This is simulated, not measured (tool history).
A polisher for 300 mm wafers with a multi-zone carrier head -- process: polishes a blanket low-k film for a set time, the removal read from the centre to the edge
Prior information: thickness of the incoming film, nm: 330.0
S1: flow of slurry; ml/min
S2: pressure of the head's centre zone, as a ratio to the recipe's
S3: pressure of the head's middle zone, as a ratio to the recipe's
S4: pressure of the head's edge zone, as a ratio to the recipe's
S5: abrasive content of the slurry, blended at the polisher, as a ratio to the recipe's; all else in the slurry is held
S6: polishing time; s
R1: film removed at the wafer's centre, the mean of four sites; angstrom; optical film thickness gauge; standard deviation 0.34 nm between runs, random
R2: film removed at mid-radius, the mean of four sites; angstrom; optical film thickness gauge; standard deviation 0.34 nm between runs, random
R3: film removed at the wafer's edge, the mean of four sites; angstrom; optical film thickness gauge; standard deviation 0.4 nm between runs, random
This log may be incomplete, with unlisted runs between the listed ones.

Run 1, hour 0.0: S1 310 ml/min, S2 1.00, S3 1.00, S4 1.00, S5 1.00, S6 86 s. Result: R1 353.21 angstrom, R2 354.70 angstrom, R3 354.26 angstrom.
Run 2, hour 4.5: S1 310 ml/min, S2 0.96, S3 1.00, S4 1.00, S5 1.00, S6 86 s. Result: R1 342.62 angstrom, R2 352.59 angstrom, R3 353.09 angstrom.
Run 3, hour 6.1: S1 320 ml/min, S2 0.97, S3 1.05, S4 1.04, S5 1.10, S6 86 s. Result: R1 361.65 angstrom, R2 388.59 angstrom, R3 384.10 angstrom.
Run 4, hour 12.6: S1 320 ml/min, S2 0.89, S3 1.05, S4 1.04, S5 1.10, S6 86 s. Result: R1 326.40 angstrom, R2 389.21 angstrom, R3 383.25 angstrom.
Run 5, hour 15.3: S1 320 ml/min, S2 0.89, S3 1.05, S4 1.09, S5 1.10, S6 86 s. Result: R1 333.09 angstrom, R2 391.35 angstrom, R3 392.01 angstrom.
Run 6, hour 23.6: S1 320 ml/min, S2 0.89, S3 1.09, S4 1.09, S5 1.10, S6 86 s. Result: R1 330.07 angstrom, R2 399.25 angstrom, R3 387.14 angstrom.

The next listed run, before its measurement:
At hour 30.2: edge zone pressure recalibrated.
Run 7, hour 30.2: S1 340 ml/min, S2 0.92, S3 1.12, S4 1.10, S5 1.15, S6 86 s. Result: R1 ?, R2 ?, R3 ?.

Logged for run 7: R1 348.63 angstrom, R2 429.79 angstrom, R3 389.26 angstrom.

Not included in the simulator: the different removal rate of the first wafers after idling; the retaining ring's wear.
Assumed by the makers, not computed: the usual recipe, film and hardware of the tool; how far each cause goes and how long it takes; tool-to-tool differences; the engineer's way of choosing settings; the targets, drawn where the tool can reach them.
